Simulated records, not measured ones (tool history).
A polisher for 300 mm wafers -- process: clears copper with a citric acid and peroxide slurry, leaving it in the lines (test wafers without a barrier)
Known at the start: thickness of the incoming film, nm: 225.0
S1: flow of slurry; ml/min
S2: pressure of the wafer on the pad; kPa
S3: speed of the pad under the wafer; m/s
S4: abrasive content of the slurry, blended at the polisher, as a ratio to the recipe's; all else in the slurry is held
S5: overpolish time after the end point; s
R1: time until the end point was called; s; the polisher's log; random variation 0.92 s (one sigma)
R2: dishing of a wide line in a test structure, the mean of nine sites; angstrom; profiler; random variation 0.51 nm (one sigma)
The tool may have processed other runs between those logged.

run,hour,S1,S2,S3,S4,S5,R1,R2
1,0,295,26.9,0.98,1,18,71.754,428.42
2,5.7,295,26.2,0.98,1,15,71.405,346.34
3,11.8,295,25.5,0.98,1,14,75.227,323.92
4,16.1,295,25.5,0.98,1,13,75.56,302.32
5,20.6,295,25.5,0.78,1,13,92.754,254.94
6,24.1,295,25.5,0.68,1,13,104.04,214.43

What will run 7 give?
7,32,295,28.3,0.68,1,12,?,?

R1: 94.813 s
R2: 230.34 angstrom
